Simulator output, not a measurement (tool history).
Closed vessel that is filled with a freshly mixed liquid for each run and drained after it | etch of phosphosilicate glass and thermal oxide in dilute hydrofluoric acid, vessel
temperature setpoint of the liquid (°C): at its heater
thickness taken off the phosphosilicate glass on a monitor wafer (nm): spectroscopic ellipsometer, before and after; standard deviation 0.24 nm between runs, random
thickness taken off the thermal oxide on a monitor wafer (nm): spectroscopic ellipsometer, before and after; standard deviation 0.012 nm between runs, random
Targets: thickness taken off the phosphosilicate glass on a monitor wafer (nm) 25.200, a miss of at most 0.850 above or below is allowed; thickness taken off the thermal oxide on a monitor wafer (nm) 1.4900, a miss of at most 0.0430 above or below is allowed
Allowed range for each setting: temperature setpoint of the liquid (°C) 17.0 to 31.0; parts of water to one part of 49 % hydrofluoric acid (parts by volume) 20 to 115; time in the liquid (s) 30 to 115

run,hour,temperature setpoint of the liquid (°C),parts of water to one part of 49 % hydrofluoric acid (parts by volume),time in the liquid (s),thickness taken off the phosphosilicate glass on a monitor wafer (nm),thickness taken off the thermal oxide on a monitor wafer (nm)
1,0.0,23.0,65,60,78.881,4.5935
2,0.8,22.5,70,60,69.533,4.1759
3,5.8,22.5,75,60,66.212,3.8328
4,8.5,19.0,75,60,57.334,3.4132
5,13.2,19.0,90,60,45.826,2.7592
6,15.5,19.0,90,80,62.681,3.6985
7,16.7,19.0,95,75,54.482,3.2234
8,24.4,19.0,95,70,50.554,2.9798
9,27.8,18.0,105,55,34.515,2.0354
10,32.9,17.5,110,50,29.373,1.7275
11,38.0,17.5,110,50,29.687,1.7294

Of the 4 settings listed for the next run, only one would bring every result within its allowed miss of target. Which one?
A,43.1,17.0,105,40,?,?
B,43.1,17.0,95,35,?,?
C,43.1,17.0,85,30,?,?
D,43.1,17.0,100,40,?,?

move,thickness taken off the phosphosilicate glass on a monitor wafer (nm),thickness taken off the thermal oxide on a monitor wafer (nm)
A,23.882,1.4114
B,23.350,1.3800
C,22.619,1.3368
D,25.213,1.4900
A: pushes the last run's worst result past its target
B: pushes the last run's worst result past its target
C: pushes the last run's worst result past its target
D: every result within its allowed miss
D is the move that brings every result within its allowed miss.

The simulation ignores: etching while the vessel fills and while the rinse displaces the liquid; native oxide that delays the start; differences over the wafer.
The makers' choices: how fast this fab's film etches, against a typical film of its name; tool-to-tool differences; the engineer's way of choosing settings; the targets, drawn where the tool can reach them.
